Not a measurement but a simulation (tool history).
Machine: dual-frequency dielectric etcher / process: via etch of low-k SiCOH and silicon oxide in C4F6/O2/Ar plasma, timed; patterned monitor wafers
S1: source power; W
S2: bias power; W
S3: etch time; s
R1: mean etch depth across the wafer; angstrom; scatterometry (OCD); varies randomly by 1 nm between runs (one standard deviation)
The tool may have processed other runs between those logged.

run	hour	S1	S2	S3	R1
1	0.0	450	255	96.0	3494.4
2	3.2	460	256	96.0	3530.4
3	4.4	470	257	96.0	3567.4
4	11.5	480	258	96.0	3620.7
5	14.1	410	258	96.0	3374.9
6	20.1	410	287	96.0	3504.3
7	25.0	420	288	96.0	3523.6

Run 8 has not been measured yet. What should we expect?
8	30.0	430	289	96.0	?

{"run 8": {"R1": 3583.5}}

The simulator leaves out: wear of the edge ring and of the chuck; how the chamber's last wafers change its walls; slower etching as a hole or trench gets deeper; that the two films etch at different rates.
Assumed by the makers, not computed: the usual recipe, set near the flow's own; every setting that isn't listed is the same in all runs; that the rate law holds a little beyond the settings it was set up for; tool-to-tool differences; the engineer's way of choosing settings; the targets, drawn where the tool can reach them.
